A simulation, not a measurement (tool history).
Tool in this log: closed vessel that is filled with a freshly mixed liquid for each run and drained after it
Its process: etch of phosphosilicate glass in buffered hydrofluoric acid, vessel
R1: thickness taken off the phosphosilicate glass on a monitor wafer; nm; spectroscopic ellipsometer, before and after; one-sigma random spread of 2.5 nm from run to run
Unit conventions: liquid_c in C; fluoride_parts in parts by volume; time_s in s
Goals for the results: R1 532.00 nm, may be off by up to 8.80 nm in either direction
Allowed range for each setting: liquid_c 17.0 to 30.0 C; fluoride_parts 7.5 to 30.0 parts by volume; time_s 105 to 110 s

run 1 hour=0.0 | liquid_c=22.0 fluoride_parts=20.5 time_s=105 | R1=230.72
run 2 hour=5.6 | liquid_c=23.0 fluoride_parts=19.0 time_s=105 | R1=260.48
run 3 hour=13.1 | liquid_c=23.0 fluoride_parts=15.0 time_s=105 | R1=326.05
run 4 hour=17.3 | liquid_c=24.0 fluoride_parts=14.5 time_s=105 | R1=357.95
run 5 hour=20.9 | liquid_c=24.0 fluoride_parts=12.0 time_s=105 | R1=431.38
run 6 hour=22.2 | liquid_c=24.5 fluoride_parts=12.0 time_s=105 | R1=439.98
run 7 hour=23.5 | liquid_c=25.0 fluoride_parts=12.0 time_s=105 | R1=454.68
run 8 hour=28.4 | liquid_c=25.5 fluoride_parts=12.0 time_s=105 | R1=468.89
run 9 hour=34.4 | liquid_c=26.0 fluoride_parts=12.0 time_s=105 | R1=479.45
run 10 hour=39.0 | liquid_c=26.5 fluoride_parts=12.0 time_s=105 | R1=489.12
run 11 hour=48.0 | liquid_c=28.5 fluoride_parts=12.0 time_s=105 | R1=548.48

Exercise: of the 4 proposed moves below, exactly one satisfies all targets within the stated allowed misses. Which move is it?
run A hour=57.0 | liquid_c=28.0 fluoride_parts=12.5 time_s=105 | R1=?
run B hour=57.0 | liquid_c=28.0 fluoride_parts=12.0 time_s=105 | R1=?
run C hour=57.0 | liquid_c=25.0 fluoride_parts=10.0 time_s=110 | R1=?
run D hour=57.0 | liquid_c=24.5 fluoride_parts=10.0 time_s=110 | R1=?

move=A R1=513.13
move=B R1=534.01
move=C R1=568.82
move=D R1=553.60
A: carries the result that was furthest off beyond its target, to the other side
B: meets every target
C: moves away from the targets compared with the last run
D: moves away from the targets compared with the last run
B is the move that brings every result within its allowed miss.

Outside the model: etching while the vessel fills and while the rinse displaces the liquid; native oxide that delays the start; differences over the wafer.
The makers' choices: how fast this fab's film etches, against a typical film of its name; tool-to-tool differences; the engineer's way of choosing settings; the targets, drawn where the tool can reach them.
